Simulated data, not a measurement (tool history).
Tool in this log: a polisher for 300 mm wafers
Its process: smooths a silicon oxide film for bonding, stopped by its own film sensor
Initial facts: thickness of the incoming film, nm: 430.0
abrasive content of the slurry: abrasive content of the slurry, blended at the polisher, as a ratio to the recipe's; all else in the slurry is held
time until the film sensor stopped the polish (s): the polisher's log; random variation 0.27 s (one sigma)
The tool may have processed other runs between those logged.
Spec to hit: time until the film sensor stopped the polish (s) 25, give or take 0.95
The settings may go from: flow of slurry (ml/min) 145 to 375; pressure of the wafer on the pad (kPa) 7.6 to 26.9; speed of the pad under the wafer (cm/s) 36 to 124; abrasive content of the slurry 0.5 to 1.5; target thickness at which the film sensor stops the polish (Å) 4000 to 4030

run,hour,flow of slurry (ml/min),pressure of the wafer on the pad (kPa),speed of the pad under the wafer (cm/s),abrasive content of the slurry,target thickness at which the film sensor stops the polish (Å),time until the film sensor stopped the polish (s)
1,0,240,17.2,80,1,4000,37.624
2,6.7,240,17.2,98,1,4000,32.725
3,10.8,240,17.2,116,1,4000,28.249
4,18.7,240,17.2,100,1,4000,31.913
5,23.2,240,17.9,100,1,4000,31.24
6,30.5,265,17.9,100,1,4000,30.627
7,31.4,265,18.6,100,1,4000,29.198
8,34.5,265,19.3,100,1,4000,28.671
9,39.7,265,20,100,1,4000,27.822

Which single option among these 5 for the next run brings every result within its allowed miss of target? Just one does.
A,44.9,290,21.4,104,1.05,4020,?
B,44.9,260,20.7,102,0.9,4030,?
C,44.9,190,22.8,102,0.95,4030,?
D,44.9,340,24.8,76,0.7,4000,?
E,44.9,260,17.2,94,0.95,4010,?

move,time until the film sensor stopped the polish (s)
A,22.918
B,24.894
C,22.791
D,31.845
E,33.262
A: takes the result that was furthest off past its target
B: hits every target within its allowed miss
C: takes the result that was furthest off past its target
D: moves away from the targets compared with the last run
E: moves away from the targets compared with the last run
The move that meets every target is B.
